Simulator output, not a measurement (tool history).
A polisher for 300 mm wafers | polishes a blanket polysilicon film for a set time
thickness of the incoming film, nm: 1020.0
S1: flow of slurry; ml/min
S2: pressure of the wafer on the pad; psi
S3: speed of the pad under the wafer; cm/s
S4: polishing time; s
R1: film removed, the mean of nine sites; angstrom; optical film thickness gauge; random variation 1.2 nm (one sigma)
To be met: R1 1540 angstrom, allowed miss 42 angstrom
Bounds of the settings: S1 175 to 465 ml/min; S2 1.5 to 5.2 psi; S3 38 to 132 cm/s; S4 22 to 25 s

{"run": 1, "day": 0.0, "S1": 295, "S2": 3.3, "S3": 84, "S4": 25, "R1": 2185.7}
{"run": 2, "day": 0.138, "S1": 295, "S2": 3.3, "S3": 84, "S4": 25, "R1": 2191.4}
{"run": 3, "day": 0.383, "S1": 295, "S2": 3.3, "S3": 92, "S4": 25, "R1": 2386.1}
{"run": 4, "day": 0.562, "S1": 295, "S2": 3.6, "S3": 92, "S4": 25, "R1": 2543.9}
{"run": 5, "day": 0.742, "S1": 295, "S2": 3, "S3": 92, "S4": 25, "R1": 2178.3}
{"run": 6, "day": 0.933, "S1": 295, "S2": 2.6, "S3": 92, "S4": 25, "R1": 1894.4}
{"run": 7, "day": 1.058, "S1": 295, "S2": 2.4, "S3": 92, "S4": 25, "R1": 1717.9}
{"run": 8, "day": 1.279, "S1": 295, "S2": 2.3, "S3": 92, "S4": 25, "R1": 1663.3}
{"run": 9, "day": 1.433, "S1": 295, "S2": 2.2, "S3": 92, "S4": 25, "R1": 1613}

Which of these 5 next moves meets every target?
{"run": "A", "day": 1.588, "S1": 330, "S2": 3.1, "S3": 68, "S4": 25, "R1": "?"}
{"run": "B", "day": 1.588, "S1": 240, "S2": 2.1, "S3": 122, "S4": 22, "R1": "?"}
{"run": "C", "day": 1.588, "S1": 265, "S2": 2.8, "S3": 84, "S4": 22, "R1": "?"}
{"run": "D", "day": 1.588, "S1": 260, "S2": 3.6, "S3": 58, "S4": 25, "R1": "?"}
{"run": "E", "day": 1.588, "S1": 255, "S2": 2.4, "S3": 86, "S4": 24, "R1": "?"}

move=A R1=1731.8
move=B R1=1698
move=C R1=1621.9
move=D R1=1709.7
move=E R1=1550.3
A: further off than the last run
B: further off than the last run
C: further off than the last run
D: further off than the last run
E: meets every target
The right move is E.
